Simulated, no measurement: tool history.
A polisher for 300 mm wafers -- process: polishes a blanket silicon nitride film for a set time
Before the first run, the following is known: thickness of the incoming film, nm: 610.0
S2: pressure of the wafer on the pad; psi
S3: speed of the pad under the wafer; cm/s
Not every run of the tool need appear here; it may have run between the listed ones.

{"run": 1, "hour": 0.0, "flow of slurry (ml/min)": 200, "S2": 4.7, "S3": 112, "polishing time (s)": 25, "film removed (nm)": 59.447}
{"run": 2, "hour": 5.2, "flow of slurry (ml/min)": 210, "S2": 4.9, "S3": 112, "polishing time (s)": 25, "film removed (nm)": 61.69}
{"run": 3, "hour": 10.7, "flow of slurry (ml/min)": 250, "S2": 4.9, "S3": 112, "polishing time (s)": 25, "film removed (nm)": 62.865}
{"run": 4, "hour": 13.6, "flow of slurry (ml/min)": 250, "S2": 5.1, "S3": 112, "polishing time (s)": 25, "film removed (nm)": 65.173}
{"run": 5, "hour": 20.8, "flow of slurry (ml/min)": 250, "S2": 5.2, "S3": 112, "polishing time (s)": 25, "film removed (nm)": 66.423}
{"run": 6, "hour": 27.6, "flow of slurry (ml/min)": 250, "S2": 5.3, "S3": 112, "polishing time (s)": 25, "film removed (nm)": 66.948}

Expected results for the next run?
{"run": 7, "hour": 33.4, "flow of slurry (ml/min)": 250, "S2": 5.4, "S3": 112, "polishing time (s)": 25, "film removed (nm)": "?"}

Run 7 gave film removed (nm) 67.456.

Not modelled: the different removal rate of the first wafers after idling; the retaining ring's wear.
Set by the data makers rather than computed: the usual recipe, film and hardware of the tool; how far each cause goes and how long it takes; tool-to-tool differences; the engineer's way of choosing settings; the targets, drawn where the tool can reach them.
